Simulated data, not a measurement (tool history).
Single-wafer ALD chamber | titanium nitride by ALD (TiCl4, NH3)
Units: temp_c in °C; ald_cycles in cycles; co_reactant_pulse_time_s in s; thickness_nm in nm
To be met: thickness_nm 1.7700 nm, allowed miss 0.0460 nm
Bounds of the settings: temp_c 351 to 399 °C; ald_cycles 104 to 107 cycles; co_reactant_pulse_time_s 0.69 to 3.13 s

run,hour,temp_c,ald_cycles,co_reactant_pulse_time_s,thickness_nm
1,0.0,375,104,1.91,2.0398
2,8.9,370,104,1.91,2.0195
3,14.6,370,107,1.91,2.0808
4,19.1,370,107,2.43,2.1261
5,22.2,364,106,1.90,2.0378
6,27.0,364,104,1.90,1.9889
7,30.4,360,104,1.53,1.9186
8,39.4,357,104,1.28,1.8389

5 next moves are on the table. One of them brings every result within its allowed miss. Which?
A,48.4,351,106,0.92,?
B,48.4,356,104,0.91,?
C,48.4,351,104,0.99,?
D,48.4,354,107,1.01,?
E,48.4,358,106,1.37,?

move,thickness_nm
A,1.6454
B,1.6638
C,1.6630
D,1.7589
E,1.9124
A: takes the result that was furthest off past its target
B: takes the result that was furthest off past its target
C: takes the result that was furthest off past its target
D: meets every target
E: further off than the last run
Move D is the one to make.

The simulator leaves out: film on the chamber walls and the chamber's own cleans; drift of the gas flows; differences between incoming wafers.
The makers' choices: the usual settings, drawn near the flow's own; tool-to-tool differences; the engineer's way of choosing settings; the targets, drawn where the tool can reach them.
